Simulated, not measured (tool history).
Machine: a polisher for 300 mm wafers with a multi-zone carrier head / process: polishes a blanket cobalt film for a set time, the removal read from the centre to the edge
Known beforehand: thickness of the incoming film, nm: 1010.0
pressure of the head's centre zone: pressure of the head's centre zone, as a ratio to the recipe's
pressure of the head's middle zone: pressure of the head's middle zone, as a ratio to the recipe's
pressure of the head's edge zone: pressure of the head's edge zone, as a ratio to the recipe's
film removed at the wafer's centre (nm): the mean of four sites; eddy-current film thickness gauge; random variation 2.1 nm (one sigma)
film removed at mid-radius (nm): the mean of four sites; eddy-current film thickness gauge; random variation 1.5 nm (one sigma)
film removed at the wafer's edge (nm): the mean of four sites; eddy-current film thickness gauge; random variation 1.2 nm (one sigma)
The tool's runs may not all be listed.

run  hour  flow of slurry (ml/min)  pressure of the head's centre zone  pressure of the head's middle zone  pressure of the head's edge zone  polishing time (s)  film removed at the wafer's centre (nm)  film removed at mid-radius (nm)  film removed at the wafer's edge (nm)
  1   0.0                      265                                1.00                                1.00                              1.00                  45                                   198.15                           197.13                                 206.71
  2   1.0                      260                                0.99                                0.98                              0.96                  43                                   191.21                           182.76                                 190.85
  3   1.6                      250                                0.95                                0.96                              0.93                  42                                   172.49                           172.49                                 182.06
  4   3.1                      250                                0.88                                0.96                              0.93                  42                                   166.26                           177.91                                 184.32
  5   8.7                      250                                0.88                                0.96                              1.02                  42                                   163.89                           173.84                                 193.43
  6   9.7                      240                                0.89                                0.94                              0.97                  41                                   162.99                           170.40                                 182.74
  7  13.4                      235                                0.89                                0.92                              0.94                  40                                   157.55                           157.39                                 175.03
  8  15.2                      230                                0.90                                0.92                              0.91                  40                                   155.84                           162.74                                 172.36

Estimate the outcome of run 9 from the log above:
  9  17.5                      230                                0.92                                0.91                              0.89                  40                                        ?                                ?                                      ?

Run 9 gave film removed at the wafer's centre (nm) 161.55, film removed at mid-radius (nm) 160.73, film removed at the wafer's edge (nm) 170.54.

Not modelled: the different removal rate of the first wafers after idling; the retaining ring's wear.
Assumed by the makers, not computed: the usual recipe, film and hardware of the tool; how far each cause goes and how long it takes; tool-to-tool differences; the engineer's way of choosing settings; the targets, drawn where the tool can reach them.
